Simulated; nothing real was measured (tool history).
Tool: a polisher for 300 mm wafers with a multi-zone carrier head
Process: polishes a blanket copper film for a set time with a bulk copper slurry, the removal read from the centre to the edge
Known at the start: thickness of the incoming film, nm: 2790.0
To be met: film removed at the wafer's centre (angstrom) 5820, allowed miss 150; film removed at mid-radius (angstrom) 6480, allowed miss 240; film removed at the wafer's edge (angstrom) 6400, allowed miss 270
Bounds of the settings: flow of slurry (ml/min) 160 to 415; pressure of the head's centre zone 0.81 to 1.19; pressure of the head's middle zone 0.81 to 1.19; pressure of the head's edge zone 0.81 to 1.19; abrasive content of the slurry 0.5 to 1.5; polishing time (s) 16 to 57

run  hour  flow of slurry (ml/min)  pressure of the head's centre zone  pressure of the head's middle zone  pressure of the head's edge zone  abrasive content of the slurry  polishing time (s)  film removed at the wafer's centre (angstrom)  film removed at mid-radius (angstrom)  film removed at the wafer's edge (angstrom)
  1     0                      265                                   1                                   1                                 1                               1                  36                                         5284.3                                 5143.6                                       5325.1
  2   5.9                      235                                   1                                   1                                 1                               1                  36                                         5204.9                                 5114.4                                       5334.9
  3  11.4                      230                                   1                                1.03                              1.03                             1.1                  36                                         5281.4                                 5426.5                                       5482.3
  4    12                      230                                   1                                1.03                              1.08                             1.1                  36                                         5251.4                                 5363.5                                       5416.7
  5  18.1                      230                                0.94                                1.03                              1.08                             1.1                  36                                           4957                                 5342.7                                       5368.8
  6  22.3                      230                                0.94                                1.03                              1.13                             1.1                  36                                           4977                                 5293.2                                       5682.4
  7    26                      245                                0.95                                1.05                              1.14                            1.15                  36                                         5154.8                                 5536.2                                       5710.8
  8  28.8                      260                                0.95                                1.06                              1.15                             1.2                  36                                         5142.5                                   5749                                       5928.8
  9  30.7                      275                                0.97                                1.07                              1.15                             1.2                  36                                         5317.5                                   5665                                       5944.1
 10  32.2                      285                                0.98                                1.09                              1.15                            1.25                  36                                         5519.2                                 5914.4                                       5927.4
 11    37                      295                                0.98                                 1.1                              1.16                             1.3                  36                                         5537.2                                 6012.3                                         5896
 12  42.9                      300                                0.97                                 1.1                              1.17                             1.3                  36                                         5482.2                                 6121.7                                       6147.2
 13  43.6                      310                                0.98                                1.11                              1.17                             1.3                  36                                         5494.8                                 6129.2                                       6144.4
 14  50.6                      315                                0.99                                1.12                              1.17                             1.3                  36                                         5672.4                                 6241.5                                       6134.9
 15  59.2                      315                                0.99                                1.12                              1.17                             1.3                  36                                         5662.4                                 6281.6                                       6033.1

Which of these 4 next moves meets every target?
  A  67.8                      205                                0.95                                 1.1                              1.19                            1.15                  40                                              ?                                      ?                                            ?
  B  67.8                      310                                0.92                                1.01                              1.19                             1.5                  37                                              ?                                      ?                                            ?
  C  67.8                      370                                0.95                                1.09                              1.11                             1.1                  40                                              ?                                      ?                                            ?
  D  67.8                      330                                0.94                                1.04                              1.18                             1.3                  37                                              ?                                      ?                                            ?

move  film removed at the wafer's centre (angstrom)  film removed at mid-radius (angstrom)  film removed at the wafer's edge (angstrom)
   A                                         5574.6                                 6296.4                                       6393.3
   B                                           5624                                 6074.8                                       6561.8
   C                                         5911.5                                   6582                                       6437.4
   D                                         5580.8                                 6041.6                                       6332.1
A: brings the result that was furthest off to its target, and leaves another outside
B: brings the result that was furthest off to its target, and leaves another outside
C: meets every target
D: brings the result that was furthest off to its target, and leaves another outside
Answer: C

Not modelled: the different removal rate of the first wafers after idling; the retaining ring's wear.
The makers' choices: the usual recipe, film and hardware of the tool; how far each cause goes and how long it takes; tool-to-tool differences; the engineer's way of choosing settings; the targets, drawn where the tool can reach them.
